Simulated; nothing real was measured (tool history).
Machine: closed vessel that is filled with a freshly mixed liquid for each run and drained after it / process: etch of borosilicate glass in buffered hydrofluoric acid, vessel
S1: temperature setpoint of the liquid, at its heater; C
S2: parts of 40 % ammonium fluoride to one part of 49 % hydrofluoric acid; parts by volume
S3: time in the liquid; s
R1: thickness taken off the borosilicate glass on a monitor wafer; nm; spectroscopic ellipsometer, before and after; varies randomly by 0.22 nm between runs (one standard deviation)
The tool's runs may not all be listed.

run	hour	S1	S2	S3	R1
1	0	21	11	35	32.689
2	6.4	20	11.5	35	29.87
3	8.8	23.5	11.5	35	35.784
4	17.8	22	12	35	32.469
5	19.1	19.5	12	35	28.096
6	25	19	12.5	35	25.678

For run 7, what comes out?
7	32.2	18.5	12.5	35	?

Run 7 gave R1 25.367 nm.
